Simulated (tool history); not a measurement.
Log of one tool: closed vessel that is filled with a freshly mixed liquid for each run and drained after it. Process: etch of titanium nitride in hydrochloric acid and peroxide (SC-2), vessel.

run,day,temperature setpoint of the liquid (C),parts of water to one part each of 37 % hydrochloric acid and 30 % peroxide (parts by volume),time in the liquid (s),thickness taken off the titanium nitride on a monitor wafer (Å)
1,0.000,57.0,8.5,115,100.960
2,0.246,52.0,8.5,115,72.043
3,0.412,52.0,7.0,115,83.022
4,0.583,54.5,7.0,115,98.884
5,0.742,58.0,7.0,115,123.330
6,0.808,53.0,7.5,115,84.273
7,1.133,49.5,8.0,115,64.393
8,1.521,47.0,8.5,115,52.459
9,1.671,45.0,9.0,115,42.769

Forecast run 10:
10,1.912,44.0,9.0,115,?

{"run 10": {"thickness taken off the titanium nitride on a monitor wafer (Å)": 39.598}}
